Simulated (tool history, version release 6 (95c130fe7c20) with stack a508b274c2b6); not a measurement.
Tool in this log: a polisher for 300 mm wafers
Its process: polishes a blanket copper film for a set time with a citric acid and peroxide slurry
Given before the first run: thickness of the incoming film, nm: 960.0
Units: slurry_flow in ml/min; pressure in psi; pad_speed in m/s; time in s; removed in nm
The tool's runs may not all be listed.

| run | hour | slurry_flow | pressure | pad_speed | slurry_solids | time | removed |
|---|---|---|---|---|---|---|---|
| 1 | 0.0 | 315 | 2.5 | 0.78 | 1.0 | 61 | 81.649 |
| 2 | 7.9 | 355 | 2.5 | 0.78 | 1.0 | 61 | 83.285 |
| 3 | 15.3 | 370 | 2.7 | 0.78 | 1.0 | 61 | 89.246 |
| 4 | 16.0 | 370 | 2.7 | 0.60 | 1.0 | 61 | 69.913 |
| 5 | 17.6 | 370 | 3.1 | 0.60 | 1.0 | 61 | 79.044 |
| 6 | 20.4 | 370 | 2.8 | 0.60 | 1.0 | 61 | 71.908 |
| 7 | 22.2 | 375 | 3.2 | 0.60 | 1.0 | 61 | 82.383 |
| 8 | 26.2 | 375 | 3.2 | 0.60 | 1.0 | 61 | 81.492 |

Run 9 has not been measured yet. What should we expect?
| 9 | 34.3 | 380 | 3.4 | 0.60 | 1.0 | 61 | ? |

For run 9 the tool returned removed 86.765 nm.
